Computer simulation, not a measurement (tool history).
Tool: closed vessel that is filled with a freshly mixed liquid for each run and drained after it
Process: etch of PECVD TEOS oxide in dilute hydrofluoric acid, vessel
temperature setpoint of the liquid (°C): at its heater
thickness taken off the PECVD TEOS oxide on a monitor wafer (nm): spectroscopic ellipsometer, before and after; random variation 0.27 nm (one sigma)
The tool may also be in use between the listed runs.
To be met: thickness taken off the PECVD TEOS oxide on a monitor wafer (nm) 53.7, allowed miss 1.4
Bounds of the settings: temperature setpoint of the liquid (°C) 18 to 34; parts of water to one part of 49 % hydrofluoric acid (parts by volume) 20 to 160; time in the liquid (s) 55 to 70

run  hour  temperature setpoint of the liquid (°C)  parts of water to one part of 49 % hydrofluoric acid (parts by volume)  time in the liquid (s)  thickness taken off the PECVD TEOS oxide on a monitor wafer (nm)
  1     0                                       26                                                                      90                      70                                                            20.768
  2     4                                     27.5                                                                      80                      70                                                             25.31
  3  12.7                                     28.5                                                                      75                      70                                                            28.087
  4  21.4                                       31                                                                      75                      70                                                            30.934
  5  30.1                                     31.5                                                                      70                      70                                                            33.733
  6  33.1                                       32                                                                      65                      70                                                            37.499
  7  35.3                                       34                                                                      40                      70                                                            68.652
     43.9  -- thermometer replaced
  8  43.9                                       33                                                                      40                      70                                                            63.304
  9  47.8                                     32.5                                                                      40                      70                                                            61.641
 10  51.1                                       32                                                                      40                      70                                                            60.713
 11  55.6                                     31.5                                                                      40                      70                                                            59.985
 12  61.7                                       28                                                                      40                      70                                                            51.949
 13  63.9                                       28                                                                      40                      70                                                            51.305

5 next moves are on the table. One of them brings every result within its allowed miss. Which?
  A  66.1                                     28.5                                                                      40                      65                                                                 ?
  B  66.1                                     29.5                                                                      40                      65                                                                 ?
  C  66.1                                     25.5                                                                      35                      65                                                                 ?
  D  66.1                                       32                                                                      45                      70                                                                 ?
  E  66.1                                       24                                                                      35                      70                                                                 ?

move  thickness taken off the PECVD TEOS oxide on a monitor wafer (nm)
   A                                                            48.898
   B                                                             50.89
   C                                                            49.829
   D                                                             53.32
   E                                                            50.429
A: further off than the last run
B: further off than the last run
C: further off than the last run
D: meets every target
E: further off than the last run
The right move is D.

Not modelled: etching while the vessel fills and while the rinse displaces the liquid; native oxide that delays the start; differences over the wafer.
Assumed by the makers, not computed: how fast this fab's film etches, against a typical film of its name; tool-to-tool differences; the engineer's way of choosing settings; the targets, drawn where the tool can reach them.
